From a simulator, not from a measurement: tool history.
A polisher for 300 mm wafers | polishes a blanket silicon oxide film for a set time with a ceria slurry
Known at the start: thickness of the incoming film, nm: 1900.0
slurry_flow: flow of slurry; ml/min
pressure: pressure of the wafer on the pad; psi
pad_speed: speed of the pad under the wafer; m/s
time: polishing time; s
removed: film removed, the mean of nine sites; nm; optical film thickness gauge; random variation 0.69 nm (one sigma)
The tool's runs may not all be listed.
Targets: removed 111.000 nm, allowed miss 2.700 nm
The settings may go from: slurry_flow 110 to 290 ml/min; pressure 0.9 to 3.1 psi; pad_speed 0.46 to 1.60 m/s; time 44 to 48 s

run,hour,slurry_flow,pressure,pad_speed,time,removed
1,0.0,185,2.0,1.02,48,159.700
2,7.9,180,1.9,1.02,48,151.230
3,10.6,205,1.9,1.02,48,152.780
4,15.0,205,1.8,1.02,48,147.270
5,22.0,205,1.8,1.02,48,146.800
6,26.5,175,1.8,1.02,48,143.180
7,29.2,170,1.7,1.02,48,134.840
8,31.4,140,1.3,1.02,48,102.450
9,37.7,145,1.3,1.02,48,102.310
10,45.6,150,1.3,1.02,48,103.780
11,52.9,155,1.3,1.02,48,103.420

4 next moves are on the table. One of them brings every result within its allowed miss. Which?
A,60.2,130,1.4,0.86,48,?
B,60.2,160,1.4,1.02,48,?
C,60.2,140,1.5,0.94,44,?
D,60.2,155,1.1,1.04,48,?

move,removed
A,93.235
B,111.990
C,99.988
D,90.592
A: further off than the last run
B: meets every target
C: further off than the last run
D: further off than the last run
The right move is B.
